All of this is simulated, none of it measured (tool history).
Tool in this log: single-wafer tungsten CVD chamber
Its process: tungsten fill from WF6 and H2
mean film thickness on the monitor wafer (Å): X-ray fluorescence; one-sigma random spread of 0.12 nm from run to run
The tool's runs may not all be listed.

| run | hour | heater temperature setpoint (deg C) | chamber pressure (mTorr) | deposition time (s) | mean film thickness on the monitor wafer (Å) |
|---|---|---|---|---|---|
| 1 | 0.0 | 375 | 43100 | 10.9 | 216.24 |
| 2 | 4.0 | 377 | 43100 | 10.9 | 225.65 |
| 3 | 8.8 | 379 | 43100 | 10.9 | 236.45 |
| 4 | 11.6 | 380 | 43100 | 10.9 | 243.47 |
| 5 | 18.6 | 380 | 43100 | 10.9 | 242.93 |
| 6 | 25.3 | 381 | 43100 | 10.9 | 248.48 |
| 7 | 27.0 | 382 | 43100 | 10.9 | 255.48 |

Run 8, settings as shown, results not yet in. Your forecast:
| 8 | 34.2 | 383 | 43100 | 10.9 | ? |

{"run 8": {"mean film thickness on the monitor wafer (Å)": 260.39}}

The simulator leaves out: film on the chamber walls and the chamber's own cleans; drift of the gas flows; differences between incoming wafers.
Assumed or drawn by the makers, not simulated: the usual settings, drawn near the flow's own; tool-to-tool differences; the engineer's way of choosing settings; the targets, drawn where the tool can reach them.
